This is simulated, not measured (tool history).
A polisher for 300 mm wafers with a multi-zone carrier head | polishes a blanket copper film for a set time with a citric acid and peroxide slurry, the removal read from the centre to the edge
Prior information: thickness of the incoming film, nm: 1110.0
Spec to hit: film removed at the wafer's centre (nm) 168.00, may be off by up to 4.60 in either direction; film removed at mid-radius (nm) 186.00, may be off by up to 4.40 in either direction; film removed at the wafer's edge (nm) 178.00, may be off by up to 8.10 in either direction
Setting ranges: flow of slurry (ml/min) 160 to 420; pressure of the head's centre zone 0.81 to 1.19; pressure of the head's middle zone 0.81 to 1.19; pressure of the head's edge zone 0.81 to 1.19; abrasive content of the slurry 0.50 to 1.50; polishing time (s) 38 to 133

| run | hour | flow of slurry (ml/min) | pressure of the head's centre zone | pressure of the head's middle zone | pressure of the head's edge zone | abrasive content of the slurry | polishing time (s) | film removed at the wafer's centre (nm) | film removed at mid-radius (nm) | film removed at the wafer's edge (nm) |
|---|---|---|---|---|---|---|---|---|---|---|
| 1 | 0.0 | 270 | 1.00 | 1.00 | 1.00 | 1.00 | 85 | 227.22 | 232.06 | 218.59 |
| 2 | 5.9 | 270 | 0.92 | 1.00 | 1.00 | 1.00 | 85 | 209.20 | 230.15 | 226.54 |
| 3 | 7.5 | 265 | 0.91 | 0.99 | 0.97 | 0.90 | 84 | 201.15 | 218.06 | 215.78 |
| 4 | 15.1 | 260 | 0.90 | 1.00 | 0.94 | 0.80 | 83 | 190.00 | 213.98 | 204.22 |
|  | 18.8 | slurry nozzle cleaned |
| 5 | 18.8 | 260 | 0.95 | 1.00 | 0.94 | 0.80 | 83 | 208.07 | 219.39 | 209.53 |
| 6 | 24.4 | 260 | 0.93 | 1.00 | 0.92 | 0.75 | 81 | 197.63 | 209.35 | 198.44 |
| 7 | 27.1 | 255 | 0.91 | 0.99 | 0.90 | 0.70 | 80 | 184.86 | 204.89 | 189.64 |
| 8 | 28.3 | 245 | 0.90 | 0.97 | 0.89 | 0.70 | 80 | 183.29 | 201.02 | 189.26 |
| 9 | 29.2 | 240 | 0.89 | 0.96 | 0.88 | 0.65 | 80 | 179.69 | 196.17 | 189.77 |
| 10 | 35.9 | 230 | 0.87 | 0.97 | 0.81 | 0.50 | 77 | 159.59 | 180.93 | 167.90 |
| 11 | 40.3 | 235 | 0.87 | 0.97 | 0.83 | 0.50 | 77 | 161.93 | 177.70 | 163.78 |
| 12 | 44.7 | 230 | 0.87 | 0.97 | 0.83 | 0.55 | 77 | 160.98 | 183.75 | 167.95 |
| 13 | 48.2 | 235 | 0.87 | 0.97 | 0.84 | 0.55 | 77 | 162.40 | 183.60 | 171.06 |
| 14 | 52.3 | 240 | 0.87 | 0.97 | 0.85 | 0.55 | 77 | 163.89 | 183.77 | 169.48 |

Which one of the following 5 next-run settings gets every result inside its allowed miss? There is exactly one.
| A | 56.4 | 290 | 0.99 | 1.10 | 0.96 | 0.50 | 69 | ? | ? | ? |
| B | 56.4 | 165 | 0.81 | 0.87 | 0.89 | 0.70 | 82 | ? | ? | ? |
| C | 56.4 | 325 | 0.86 | 0.95 | 0.88 | 0.50 | 79 | ? | ? | ? |
| D | 56.4 | 215 | 0.82 | 0.96 | 0.87 | 0.80 | 74 | ? | ? | ? |
| E | 56.4 | 270 | 0.81 | 0.99 | 0.81 | 0.70 | 72 | ? | ? | ? |

| move | film removed at the wafer's centre (nm) | film removed at mid-radius (nm) | film removed at the wafer's edge (nm) |
|---|---|---|---|
| A | 164.69 | 182.16 | 160.42 |
| B | 158.66 | 178.17 | 187.88 |
| C | 165.23 | 186.18 | 178.09 |
| D | 154.51 | 185.15 | 176.31 |
| E | 148.48 | 184.35 | 164.67 |
A: misses by more than the last run did
B: carries the result that was furthest off beyond its target, to the other side
C: each result inside its tolerance
D: brings the last run's worst result on target, with another outside its allowed miss
E: misses by more than the last run did
So the answer is move C, the one that meets all the targets.
